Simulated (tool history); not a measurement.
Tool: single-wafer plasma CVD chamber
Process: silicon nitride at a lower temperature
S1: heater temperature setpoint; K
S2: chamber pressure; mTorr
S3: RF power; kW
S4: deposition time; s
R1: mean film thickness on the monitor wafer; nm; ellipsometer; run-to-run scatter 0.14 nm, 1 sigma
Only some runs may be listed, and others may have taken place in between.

| run | hour | S1 | S2 | S3 | S4 | R1 |
|---|---|---|---|---|---|---|
| 1 | 0 | 623.15 | 1180 | 0.365 | 23.3 | 29.122 |
| 2 | 6.9 | 623.15 | 1180 | 0.365 | 23.3 | 28.952 |
| 3 | 15 | 623.15 | 1180 | 0.34 | 23.3 | 26.966 |
| 4 | 20.7 | 623.15 | 1230 | 0.345 | 23.3 | 27.93 |
| 5 | 24.5 | 623.15 | 1050 | 0.345 | 23.3 | 26.521 |
| 6 | 26.5 | 616.15 | 1050 | 0.345 | 23.3 | 26.318 |
| 7 | 27.5 | 616.15 | 1120 | 0.35 | 23.3 | 27.544 |
| 8 | 32.5 | 616.15 | 1180 | 0.35 | 23.3 | 28.027 |
| 9 | 39.7 | 616.15 | 1230 | 0.35 | 23.3 | 28.378 |
| 10 | 45.2 | 616.15 | 1280 | 0.35 | 23.3 | 28.963 |

For run 11, what comes out?
| 11 | 49 | 616.15 | 1320 | 0.35 | 23.3 | ? |

Run 11 yielded R1 28.927 nm.
